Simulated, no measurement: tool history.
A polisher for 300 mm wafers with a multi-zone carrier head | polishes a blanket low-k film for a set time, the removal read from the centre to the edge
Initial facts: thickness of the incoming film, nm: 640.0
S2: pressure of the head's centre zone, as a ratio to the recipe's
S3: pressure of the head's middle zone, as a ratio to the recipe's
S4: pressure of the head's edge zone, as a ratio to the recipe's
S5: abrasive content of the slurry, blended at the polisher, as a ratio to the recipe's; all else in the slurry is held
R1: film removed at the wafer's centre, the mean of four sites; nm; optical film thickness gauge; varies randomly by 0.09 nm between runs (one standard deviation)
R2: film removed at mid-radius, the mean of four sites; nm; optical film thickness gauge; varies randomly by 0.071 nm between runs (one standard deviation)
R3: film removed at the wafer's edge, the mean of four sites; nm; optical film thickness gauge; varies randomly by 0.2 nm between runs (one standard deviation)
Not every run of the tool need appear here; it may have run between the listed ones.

Run 1, day 0.000: flow of slurry (ml/min) 225, S2 1.00, S3 1.00, S4 1.00, S5 1.00, polishing time (s) 40. Result: R1 14.510 nm, R2 14.481 nm, R3 14.619 nm.
Run 2, day 0.092: flow of slurry (ml/min) 225, S2 1.00, S3 1.00, S4 0.95, S5 1.00, polishing time (s) 40. Result: R1 14.335 nm, R2 14.741 nm, R3 14.262 nm.
Run 3, day 0.396: flow of slurry (ml/min) 225, S2 1.00, S3 1.00, S4 0.95, S5 1.15, polishing time (s) 40. Result: R1 15.645 nm, R2 15.401 nm, R3 15.254 nm.
Run 4, day 0.562: flow of slurry (ml/min) 225, S2 1.00, S3 1.03, S4 0.95, S5 1.15, polishing time (s) 40. Result: R1 15.696 nm, R2 16.145 nm, R3 15.202 nm.
Run 5, day 0.633: flow of slurry (ml/min) 225, S2 1.00, S3 1.03, S4 0.95, S5 1.25, polishing time (s) 40. Result: R1 15.980 nm, R2 16.461 nm, R3 15.859 nm.
Run 6, day 0.829: flow of slurry (ml/min) 215, S2 1.01, S3 0.98, S4 0.95, S5 1.20, polishing time (s) 40. Result: R1 15.804 nm, R2 15.527 nm, R3 15.224 nm.
Run 7, day 0.892: flow of slurry (ml/min) 215, S2 1.03, S3 0.94, S4 0.98, S5 1.15, polishing time (s) 40. Result: R1 15.497 nm, R2 14.771 nm, R3 14.588 nm.

Estimate the outcome of run 8 from the log above:
Run 8, day 0.996: flow of slurry (ml/min) 150, S2 1.13, S3 0.84, S4 1.08, S5 1.10, polishing time (s) 36. Result: R1 ?, R2 ?, R3 ?.

R1: 13.990 nm
R2: 11.093 nm
R3: 13.545 nm
